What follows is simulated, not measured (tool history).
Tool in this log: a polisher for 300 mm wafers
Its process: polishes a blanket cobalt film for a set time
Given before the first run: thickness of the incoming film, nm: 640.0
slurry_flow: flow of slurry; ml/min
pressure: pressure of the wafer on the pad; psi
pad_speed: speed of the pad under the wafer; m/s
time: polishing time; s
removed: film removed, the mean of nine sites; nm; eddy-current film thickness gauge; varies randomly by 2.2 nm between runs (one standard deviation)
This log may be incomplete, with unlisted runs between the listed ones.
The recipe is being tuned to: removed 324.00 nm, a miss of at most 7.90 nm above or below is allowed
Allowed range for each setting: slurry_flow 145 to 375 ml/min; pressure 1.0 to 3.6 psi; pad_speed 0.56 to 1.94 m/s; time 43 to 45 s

run    day  slurry_flow  pressure  pad_speed  time  removed
  1  0.000          240       2.3       1.24    43   293.31
  2  0.200          240       2.3       1.24    45   305.69
  3  0.296          240       2.3       1.24    45   303.22
  4  0.488          195       2.3       1.24    45   296.75
  5  0.742          210       2.3       1.24    45   298.46
  6  1.079          225       2.3       1.24    45   303.55
  7  1.292          235       2.3       1.24    45   303.25
  8  1.396          245       2.3       1.24    45   305.96
  9  1.692          255       2.3       1.24    45   301.51
 10  1.950          255       2.5       1.24    45   332.28

Of the 4 settings listed for the next run, only one would bring every result within its allowed miss of target. Which one?
  A  2.208          280       2.6       1.14    43        ?
  B  2.208          270       2.4       1.26    45        ?
  C  2.208          280       3.0       1.04    45        ?
  D  2.208          245       2.8       1.18    44        ?

move  removed
   A   307.72
   B   324.98
   C   340.95
   D   344.08
A: takes the biggest miss from the last run beyond its target
B: all results land within tolerance of their targets
C: further off than the last run
D: further off than the last run
Move B is the one to make.
